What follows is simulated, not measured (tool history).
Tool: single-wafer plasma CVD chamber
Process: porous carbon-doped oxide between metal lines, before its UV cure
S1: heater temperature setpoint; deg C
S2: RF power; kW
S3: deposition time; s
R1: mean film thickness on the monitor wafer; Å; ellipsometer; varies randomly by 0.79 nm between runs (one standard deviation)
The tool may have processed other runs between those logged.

run	hour	S1	S2	S3	R1
1	0	320	0.53	57	2545.4
2	1.6	320	0.5	57	2387.6
3	2.8	330	0.5	57	2265.2
4	10.2	330	0.47	57	2115.8
5	13.8	341	0.47	57	2011
6	18.1	341	0.425	57	1771.2
7	26.6	336	0.44	57	1907.6
8	34.6	332	0.455	57	2019.7
9	43.6	332	0.455	57	2021
10	48.1	328	0.465	57	2121.6
11	56.3	328	0.465	57	2111.3
12	57.2	328	0.465	57	2124.6

Run 13, settings as shown, results not yet in. Your forecast:
13	64.8	324	0.475	57	?

Run 13 came out at R1 2205.6 Å.

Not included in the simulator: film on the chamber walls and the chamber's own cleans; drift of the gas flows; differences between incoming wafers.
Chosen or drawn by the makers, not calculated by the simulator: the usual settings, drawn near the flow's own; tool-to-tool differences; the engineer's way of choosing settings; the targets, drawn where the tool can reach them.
